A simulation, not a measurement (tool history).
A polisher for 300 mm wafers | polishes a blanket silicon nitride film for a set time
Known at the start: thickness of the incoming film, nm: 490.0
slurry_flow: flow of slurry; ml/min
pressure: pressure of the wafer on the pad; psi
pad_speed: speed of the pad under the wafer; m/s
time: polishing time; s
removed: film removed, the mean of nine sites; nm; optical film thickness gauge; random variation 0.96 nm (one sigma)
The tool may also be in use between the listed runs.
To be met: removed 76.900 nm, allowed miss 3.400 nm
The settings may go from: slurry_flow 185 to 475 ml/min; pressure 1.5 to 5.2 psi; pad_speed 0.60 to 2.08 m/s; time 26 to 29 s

run	hour	slurry_flow	pressure	pad_speed	time	removed
1	0.0	305	3.3	1.34	29	50.667
2	1.0	260	3.3	1.34	29	51.211
3	4.3	260	3.5	1.34	29	54.310
4	8.6	260	3.7	1.34	29	57.418
5	17.2	260	3.7	1.62	29	65.934
6	20.6	305	3.7	1.62	29	68.737
7	22.9	310	3.9	1.62	29	73.335
8	30.8	310	3.9	1.62	29	69.757

Which of these 4 next moves meets every target?
A	38.7	340	4.7	1.56	29	?
B	38.7	360	4.4	1.76	29	?
C	38.7	295	4.1	1.76	28	?
D	38.7	335	3.8	1.62	27	?

move	removed
A	83.100
B	86.234
C	76.748
D	65.005
A: takes the result that was furthest off past its target
B: takes the result that was furthest off past its target
C: meets every target
D: further off than the last run
Answer: C
